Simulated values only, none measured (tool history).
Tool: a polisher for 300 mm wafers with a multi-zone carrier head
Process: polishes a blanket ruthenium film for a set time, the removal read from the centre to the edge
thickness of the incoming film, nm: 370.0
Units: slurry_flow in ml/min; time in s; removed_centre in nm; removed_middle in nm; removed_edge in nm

run  hour  slurry_flow  centre_zone  middle_zone  edge_zone  time  removed_centre  removed_middle  removed_edge
  1     0          295            1            1          1    39          67.766          65.861        69.244
  2   0.7          295            1         0.93          1    39           67.53          62.296        70.841
  3   6.4          295            1         0.93          1    45          77.989           73.28        81.676
  4  13.5          295         1.05         0.93          1    45           80.53           70.96        82.382
  5    15          300         1.05         0.98          1    48          87.934          82.892        89.193
  6  22.4          300         1.05         1.03          1    48          86.522          83.275        86.687

The next listed run, before its measurement:
  7  30.3          310         1.06         1.06          1    50               ?               ?             ?

{"run 7": {"removed_centre": 91.889, "removed_middle": 90.689, "removed_edge": 90.443}}
